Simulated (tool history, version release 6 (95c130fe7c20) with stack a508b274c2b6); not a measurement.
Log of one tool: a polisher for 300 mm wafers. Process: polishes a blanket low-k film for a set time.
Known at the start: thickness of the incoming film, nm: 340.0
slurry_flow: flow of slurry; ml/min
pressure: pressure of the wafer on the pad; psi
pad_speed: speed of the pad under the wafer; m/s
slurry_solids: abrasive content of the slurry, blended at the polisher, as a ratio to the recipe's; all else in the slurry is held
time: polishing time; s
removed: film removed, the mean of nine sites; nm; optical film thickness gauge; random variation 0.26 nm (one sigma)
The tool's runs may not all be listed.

Run 1, hour 0.0: slurry_flow 295 ml/min, pressure 1.2 psi, pad_speed 1.04 m/s, slurry_solids 1.00, time 75 s. Result: removed 19.369 nm.
Run 2, hour 4.6: slurry_flow 295 ml/min, pressure 1.0 psi, pad_speed 1.04 m/s, slurry_solids 1.00, time 75 s. Result: removed 16.468 nm.
Run 3, hour 6.1: slurry_flow 295 ml/min, pressure 1.0 psi, pad_speed 1.04 m/s, slurry_solids 0.85, time 75 s. Result: removed 14.919 nm.
Run 4, hour 7.5: slurry_flow 295 ml/min, pressure 1.0 psi, pad_speed 1.04 m/s, slurry_solids 0.75, time 75 s. Result: removed 14.101 nm.
Run 5, hour 9.6: slurry_flow 295 ml/min, pressure 1.0 psi, pad_speed 1.04 m/s, slurry_solids 0.90, time 75 s. Result: removed 15.800 nm.
Run 6, hour 11.4: slurry_flow 295 ml/min, pressure 1.2 psi, pad_speed 1.08 m/s, slurry_solids 0.90, time 75 s. Result: removed 19.062 nm.
Run 7, hour 15.2: slurry_flow 295 ml/min, pressure 1.3 psi, pad_speed 1.08 m/s, slurry_solids 0.90, time 75 s. Result: removed 20.632 nm.
Run 8, hour 22.7: slurry_flow 295 ml/min, pressure 1.4 psi, pad_speed 1.08 m/s, slurry_solids 0.90, time 75 s. Result: removed 22.427 nm.
Run 9, hour 24.9: slurry_flow 295 ml/min, pressure 1.5 psi, pad_speed 1.08 m/s, slurry_solids 0.90, time 75 s. Result: removed 23.610 nm.

Run 10 comes next. What will it give?
Run 10, hour 33.9: slurry_flow 295 ml/min, pressure 1.6 psi, pad_speed 1.10 m/s, slurry_solids 0.90, time 75 s. Result: removed ?.

Run 10 gave removed 25.851 nm.
